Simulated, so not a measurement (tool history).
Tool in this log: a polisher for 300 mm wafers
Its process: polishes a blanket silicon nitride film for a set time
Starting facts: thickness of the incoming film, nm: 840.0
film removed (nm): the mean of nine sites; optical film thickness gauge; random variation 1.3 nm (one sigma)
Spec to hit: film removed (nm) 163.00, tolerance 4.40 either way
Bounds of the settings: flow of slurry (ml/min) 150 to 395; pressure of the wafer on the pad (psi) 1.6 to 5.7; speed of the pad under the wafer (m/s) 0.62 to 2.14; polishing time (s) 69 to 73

run	hour	flow of slurry (ml/min)	pressure of the wafer on the pad (psi)	speed of the pad under the wafer (m/s)	polishing time (s)	film removed (nm)
1	0.0	250	3.6	1.38	69	190.80
2	8.4	200	3.6	1.38	69	184.67
3	17.1	200	3.6	1.38	69	186.24
4	21.2	150	3.6	1.38	69	177.77
5	24.4	150	3.6	1.38	69	178.84
6	28.4	150	3.5	1.38	69	176.30
7	29.4	150	3.5	1.38	69	176.80
8	34.2	150	3.4	1.38	69	170.15
9	36.4	150	3.3	1.38	69	168.58

Exactly one of the 5 candidate moves below puts every result within its allowed miss. Which one?
A	38.6	155	3.3	1.30	73	?
B	38.6	175	3.2	1.32	69	?
C	38.6	155	2.7	1.56	73	?
D	38.6	150	2.8	1.62	72	?
E	38.6	150	3.2	1.54	69	?

move	film removed (nm)
A	168.45
B	162.01
C	173.98
D	179.17
E	177.84
A: about the same distance from the targets as the last run
B: in spec on every target
C: lands further from the targets than the last run did
D: lands further from the targets than the last run did
E: lands further from the targets than the last run did
The right move is B.
